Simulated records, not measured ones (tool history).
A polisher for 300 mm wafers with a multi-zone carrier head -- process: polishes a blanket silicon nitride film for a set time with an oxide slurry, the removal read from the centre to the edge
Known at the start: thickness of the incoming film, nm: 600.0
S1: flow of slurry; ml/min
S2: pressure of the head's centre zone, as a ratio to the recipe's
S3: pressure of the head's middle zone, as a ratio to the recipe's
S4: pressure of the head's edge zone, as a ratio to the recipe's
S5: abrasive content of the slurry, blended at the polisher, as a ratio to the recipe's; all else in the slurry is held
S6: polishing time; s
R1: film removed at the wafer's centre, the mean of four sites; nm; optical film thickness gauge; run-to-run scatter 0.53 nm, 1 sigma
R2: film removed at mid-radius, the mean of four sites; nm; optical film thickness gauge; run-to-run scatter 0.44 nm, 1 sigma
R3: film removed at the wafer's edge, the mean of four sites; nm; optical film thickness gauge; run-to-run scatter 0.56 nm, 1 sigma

run,hour,S1,S2,S3,S4,S5,S6,R1,R2,R3
1,0.0,295,1.00,1.00,1.00,1.00,82,76.480,77.404,75.180
2,0.5,295,1.02,0.96,0.97,0.85,76,66.827,65.681,62.009
3,8.4,290,1.04,0.92,0.99,0.75,72,61.498,55.556,58.505
4,14.6,285,1.04,0.89,0.95,0.70,70,59.842,50.651,53.590
5,17.5,285,1.04,0.89,0.89,0.70,70,58.175,51.939,52.271
6,20.7,285,1.04,0.89,0.95,0.70,70,59.187,51.408,52.782
7,26.2,280,1.03,0.87,0.93,0.65,69,55.616,48.532,50.416

What does the tool deliver on the next run?
8,34.1,275,1.03,0.86,0.91,0.60,68,?,?,?

{"run 8": {"R1": 52.542, "R2": 45.985, "R3": 48.269}}
